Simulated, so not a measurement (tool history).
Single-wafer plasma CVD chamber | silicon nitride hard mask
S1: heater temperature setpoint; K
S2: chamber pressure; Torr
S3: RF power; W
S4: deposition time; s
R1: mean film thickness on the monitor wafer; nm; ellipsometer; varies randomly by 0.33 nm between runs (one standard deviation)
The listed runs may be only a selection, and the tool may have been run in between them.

run    day      S1    S2   S3    S4       R1
  1  0.000  683.15  2.06  400  75.1  102.520
  2  0.283  683.15  1.96  380  75.1   96.963
  3  0.596  683.15  1.87  370  75.1   94.878
  4  0.850  683.15  1.79  360  75.1   91.223
  5  1.033  683.15  1.72  355  75.1   90.118
  6  1.062  683.15  1.66  345  75.1   87.511
  7  1.233  683.15  1.61  340  75.1   85.318
  8  1.271  683.15  1.56  335  75.1   83.614

Run 9 comes next. What will it give?
  9  1.350  683.15  1.52  335  75.1   ?

R1: 83.692 nm

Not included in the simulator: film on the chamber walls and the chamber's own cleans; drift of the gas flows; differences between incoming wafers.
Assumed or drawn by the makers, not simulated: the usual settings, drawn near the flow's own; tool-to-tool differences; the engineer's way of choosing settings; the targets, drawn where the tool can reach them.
